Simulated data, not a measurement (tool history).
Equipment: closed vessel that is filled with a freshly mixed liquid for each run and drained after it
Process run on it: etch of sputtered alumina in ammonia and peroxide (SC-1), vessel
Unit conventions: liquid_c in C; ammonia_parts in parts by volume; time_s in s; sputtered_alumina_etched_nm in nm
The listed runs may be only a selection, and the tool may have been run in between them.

run,hour,liquid_c,ammonia_parts,time_s,sputtered_alumina_etched_nm
1,0.0,47.0,1.00,425,24.114
2,8.5,49.0,1.00,425,26.798
3,14.9,50.5,1.00,425,29.105
4,17.9,50.5,0.75,425,28.400
5,19.3,51.5,0.75,425,29.913
6,26.6,52.5,0.75,425,31.648

What will run 7 give?
7,28.0,53.0,0.75,425,?

Run 7 yielded sputtered_alumina_etched_nm 32.414 nm.
